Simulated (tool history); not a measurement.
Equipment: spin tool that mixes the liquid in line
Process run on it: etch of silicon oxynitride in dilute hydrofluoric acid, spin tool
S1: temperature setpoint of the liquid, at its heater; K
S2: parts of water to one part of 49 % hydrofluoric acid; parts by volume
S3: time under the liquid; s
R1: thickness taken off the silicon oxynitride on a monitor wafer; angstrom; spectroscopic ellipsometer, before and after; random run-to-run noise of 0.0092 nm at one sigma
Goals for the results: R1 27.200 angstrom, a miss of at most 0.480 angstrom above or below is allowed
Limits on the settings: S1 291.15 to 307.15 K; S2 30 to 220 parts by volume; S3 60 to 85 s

Run 1, hour 0.0: S1 299.15 K, S2 125 parts by volume, S3 85 s. Result: R1 31.791 angstrom.
Run 2, hour 1.0: S1 298.65 K, S2 125 parts by volume, S3 85 s. Result: R1 31.222 angstrom.
Run 3, hour 3.0: S1 298.65 K, S2 125 parts by volume, S3 60 s. Result: R1 22.098 angstrom.
Run 4, hour 9.5: S1 299.15 K, S2 125 parts by volume, S3 60 s. Result: R1 22.648 angstrom.
Run 5, hour 12.3: S1 299.15 K, S2 155 parts by volume, S3 60 s. Result: R1 17.682 angstrom.
Run 6, hour 19.2: S1 300.65 K, S2 155 parts by volume, S3 60 s. Result: R1 19.043 angstrom.
Run 7, hour 28.0: S1 302.15 K, S2 155 parts by volume, S3 60 s. Result: R1 20.115 angstrom.
Run 8, hour 29.5: S1 303.15 K, S2 155 parts by volume, S3 60 s. Result: R1 21.034 angstrom.
Run 9, hour 33.2: S1 304.15 K, S2 155 parts by volume, S3 60 s. Result: R1 22.066 angstrom.

Next run, 5 choices. One meets every target within its allowed miss, the rest don't. Which?
Run A, hour 36.9: S1 304.15 K, S2 155 parts by volume, S3 80 s. Result: R1 ?.
Run B, hour 36.9: S1 304.65 K, S2 200 parts by volume, S3 60 s. Result: R1 ?.
Run C, hour 36.9: S1 303.65 K, S2 155 parts by volume, S3 80 s. Result: R1 ?.
Run D, hour 36.9: S1 303.15 K, S2 150 parts by volume, S3 75 s. Result: R1 ?.
Run E, hour 36.9: S1 307.15 K, S2 175 parts by volume, S3 85 s. Result: R1 ?.

move      R1
   A  29.538
   B  16.791
   C  28.912
   D  27.544
   E  30.879
A: takes the biggest miss from the last run beyond its target
B: lands further from the targets than the last run did
C: takes the biggest miss from the last run beyond its target
D: every result lands within tolerance
E: takes the biggest miss from the last run beyond its target
D meets every target.
